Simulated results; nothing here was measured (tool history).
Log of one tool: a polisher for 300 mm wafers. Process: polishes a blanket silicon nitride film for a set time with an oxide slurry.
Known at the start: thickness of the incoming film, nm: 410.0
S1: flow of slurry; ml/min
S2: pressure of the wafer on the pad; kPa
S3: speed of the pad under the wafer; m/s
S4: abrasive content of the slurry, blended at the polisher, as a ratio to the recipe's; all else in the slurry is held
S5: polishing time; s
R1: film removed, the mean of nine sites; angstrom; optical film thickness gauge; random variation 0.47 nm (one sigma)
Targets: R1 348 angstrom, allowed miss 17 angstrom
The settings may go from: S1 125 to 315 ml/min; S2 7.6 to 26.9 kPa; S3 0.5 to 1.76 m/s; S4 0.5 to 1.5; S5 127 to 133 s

| run | hour | S1 | S2 | S3 | S4 | S5 | R1 |
|---|---|---|---|---|---|---|---|
| 1 | 0 | 205 | 17.2 | 1.12 | 1 | 127 | 692.78 |
| 2 | 8.2 | 205 | 15.2 | 1.12 | 1 | 127 | 635.49 |
| 3 | 12 | 175 | 15.2 | 1.12 | 1 | 127 | 613.98 |
| 4 | 14.7 | 175 | 15.2 | 1.12 | 0.9 | 127 | 580.54 |
| 5 | 21 | 175 | 13.8 | 1.08 | 0.9 | 127 | 518.67 |
| 6 | 28.7 | 175 | 12.4 | 1.06 | 0.9 | 127 | 487.47 |
| 7 | 32.1 | 175 | 11.7 | 1.04 | 0.9 | 127 | 472.77 |
| 8 | 35.3 | 175 | 11 | 1 | 0.9 | 127 | 422.64 |

Which of these 5 next moves meets every target?
| A | 38.5 | 155 | 8.3 | 0.88 | 0.85 | 127 | ? |
| B | 38.5 | 180 | 11 | 0.88 | 0.9 | 127 | ? |
| C | 38.5 | 150 | 11.7 | 0.8 | 0.95 | 133 | ? |
| D | 38.5 | 165 | 9.7 | 0.86 | 0.9 | 130 | ? |
| E | 38.5 | 125 | 11.7 | 1.04 | 0.85 | 127 | ? |

| move | R1 |
|---|---|
| A | 310.88 |
| B | 391.85 |
| C | 394.47 |
| D | 357.78 |
| E | 416.33 |
A: takes the result that was furthest off past its target
B: nearer than the last run, and not there yet
C: nearer than the last run, and not there yet
D: meets every target
E: nearer than the last run, and not there yet
Move D is the one to make.
